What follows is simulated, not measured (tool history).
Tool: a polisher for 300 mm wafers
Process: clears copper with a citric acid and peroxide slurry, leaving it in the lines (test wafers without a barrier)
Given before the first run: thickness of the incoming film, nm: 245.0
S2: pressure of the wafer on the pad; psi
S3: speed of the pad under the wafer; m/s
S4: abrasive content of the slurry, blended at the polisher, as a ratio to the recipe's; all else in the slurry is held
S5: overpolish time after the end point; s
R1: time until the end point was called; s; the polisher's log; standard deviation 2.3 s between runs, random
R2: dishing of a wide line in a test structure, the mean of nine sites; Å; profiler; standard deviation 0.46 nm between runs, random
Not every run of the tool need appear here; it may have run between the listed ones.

run 1 hour=0.0 | flow_of_slurry_(ml/min)=210 S2=2.9 S3=1.18 S4=1.0 S5=19 | R1=109.98 R2=200.67
run 2 hour=8.8 | flow_of_slurry_(ml/min)=210 S2=2.9 S3=1.18 S4=1.0 S5=12 | R1=113.21 R2=148.11
run 3 hour=15.4 | flow_of_slurry_(ml/min)=210 S2=2.8 S3=1.18 S4=1.0 S5=14 | R1=115.34 R2=173.40
run 4 hour=24.1 | flow_of_slurry_(ml/min)=210 S2=2.7 S3=1.18 S4=1.0 S5=14 | R1=121.35 R2=164.43
run 5 hour=24.8 | flow_of_slurry_(ml/min)=210 S2=2.6 S3=1.18 S4=1.0 S5=15 | R1=118.96 R2=167.66
run 6 hour=27.8 | flow_of_slurry_(ml/min)=210 S2=2.4 S3=1.16 S4=1.0 S5=16 | R1=132.63 R2=164.17
-- hour=33.6 slurry nozzle cleaned
run 7 hour=33.6 | flow_of_slurry_(ml/min)=210 S2=2.3 S3=1.16 S4=1.0 S5=17 | R1=129.12 R2=166.69

Run 8, settings as shown, results not yet in. Your forecast:
run 8 hour=40.2 | flow_of_slurry_(ml/min)=210 S2=2.2 S3=1.14 S4=1.0 S5=18 | R1=? R2=?

Run 8 yielded R1 140.83 s, R2 171.60 Å.
